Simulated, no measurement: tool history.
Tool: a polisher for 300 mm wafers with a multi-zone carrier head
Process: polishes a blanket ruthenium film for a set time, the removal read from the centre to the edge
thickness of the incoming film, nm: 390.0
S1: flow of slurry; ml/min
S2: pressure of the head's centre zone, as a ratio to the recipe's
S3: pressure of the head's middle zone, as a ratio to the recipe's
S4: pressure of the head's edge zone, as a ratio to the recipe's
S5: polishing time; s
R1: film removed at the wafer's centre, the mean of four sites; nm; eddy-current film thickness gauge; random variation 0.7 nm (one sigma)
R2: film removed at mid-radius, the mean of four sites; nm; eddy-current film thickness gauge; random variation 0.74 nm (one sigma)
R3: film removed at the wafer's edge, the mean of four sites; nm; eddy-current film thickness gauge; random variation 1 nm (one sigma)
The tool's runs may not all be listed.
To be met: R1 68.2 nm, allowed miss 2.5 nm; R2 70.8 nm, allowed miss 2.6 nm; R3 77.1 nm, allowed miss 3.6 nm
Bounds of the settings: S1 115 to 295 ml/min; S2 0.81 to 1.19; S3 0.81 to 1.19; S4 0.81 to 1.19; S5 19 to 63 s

run	hour	S1	S2	S3	S4	S5	R1	R2	R3
1	0	190	1	1	1	41	59.815	60.585	60.99
2	4.5	220	1	1	1	41	59.457	61.243	60.384
3	12.5	220	1	0.96	1	41	60.542	59.418	61.776
4	18.5	220	0.99	0.96	1.03	43	62.936	61.774	63.419
5	24.7	220	0.94	0.96	1.03	43	60.945	62.876	65.511
6	29.1	220	0.94	0.96	1.11	43	59.263	62.587	67.654
7	36	220	0.95	0.96	1.12	45	63.16	65.296	69.856
8	40.3	220	0.94	0.96	1.13	46	65.39	65.427	74.032
9	45.9	225	0.94	0.98	1.13	46	65.086	67.834	71.656

5 next moves are on the table. One of them brings every result within its allowed miss. Which?
A	51.5	235	1.13	1.19	1.04	42	?	?	?
B	51.5	165	0.84	0.96	1.15	48	?	?	?
C	51.5	115	0.95	0.95	1.19	48	?	?	?
D	51.5	230	0.89	0.93	1.11	50	?	?	?
E	51.5	265	0.94	1.07	1.09	45	?	?	?

move	R1	R2	R3
A	68.146	74.86	63.929
B	60.871	68.835	75.117
C	63.264	65.583	74.342
D	68.384	72.171	78.782
E	64.868	74.057	70.809
A: further off than the last run
B: brings the result that was furthest off to its target, and leaves another outside
C: brings the result that was furthest off to its target, and leaves another outside
D: meets every target
E: further off than the last run
Move D is the one to make.

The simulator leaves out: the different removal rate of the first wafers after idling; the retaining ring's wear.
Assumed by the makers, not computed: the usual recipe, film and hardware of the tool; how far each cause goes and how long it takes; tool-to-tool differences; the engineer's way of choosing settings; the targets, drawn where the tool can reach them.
